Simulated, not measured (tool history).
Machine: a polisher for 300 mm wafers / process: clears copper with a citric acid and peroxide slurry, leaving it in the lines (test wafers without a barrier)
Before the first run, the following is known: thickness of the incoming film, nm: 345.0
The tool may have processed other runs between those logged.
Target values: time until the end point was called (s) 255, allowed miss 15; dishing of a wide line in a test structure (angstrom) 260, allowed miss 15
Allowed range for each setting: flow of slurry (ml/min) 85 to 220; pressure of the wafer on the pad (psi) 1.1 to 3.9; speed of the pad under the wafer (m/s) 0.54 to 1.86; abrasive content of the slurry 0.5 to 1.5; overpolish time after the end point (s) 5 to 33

run	hour	flow of slurry (ml/min)	pressure of the wafer on the pad (psi)	speed of the pad under the wafer (m/s)	abrasive content of the slurry	overpolish time after the end point (s)	time until the end point was called (s)	dishing of a wide line in a test structure (angstrom)
1	0	140	2.5	1.18	1	17	184.63	226.52
2	1.9	135	2.3	1.18	1	19	191.67	231.84
3	7.5	135	2.3	1.44	1	19	161.8	276.09
4	10.1	135	2	1.42	1	21	180.76	265.96
5	16.6	135	1.8	1.4	1	23	199.41	269.54
6	21	135	1.7	1.4	1	24	211.8	264.65
7	26.8	135	1.6	1.4	1	25	224.9	267.27
8	28.5	135	1.5	1.4	1	25	223.37	254.76
9	31.5	135	1.4	1.4	1	26	239.55	264.23

Below are 4 possible settings for the next run. Only one of them brings all results inside the allowed miss of their targets. Which is it?
A	34.5	145	1.6	1.4	1	22	?	?
B	34.5	155	1.1	1.84	0.55	29	?	?
C	34.5	130	1.2	1.36	1.15	23	?	?
D	34.5	130	1.5	1.48	0.95	21	?	?

move	time until the end point was called (s)	dishing of a wide line in a test structure (angstrom)
A	212.69	241.73
B	260.13	253.78
C	256.36	212.03
D	219.73	225.39
A: further off than the last run
B: every result within its allowed miss
C: brings the result that was furthest off to its target, and leaves another outside
D: further off than the last run
Go with B: it meets all targets.

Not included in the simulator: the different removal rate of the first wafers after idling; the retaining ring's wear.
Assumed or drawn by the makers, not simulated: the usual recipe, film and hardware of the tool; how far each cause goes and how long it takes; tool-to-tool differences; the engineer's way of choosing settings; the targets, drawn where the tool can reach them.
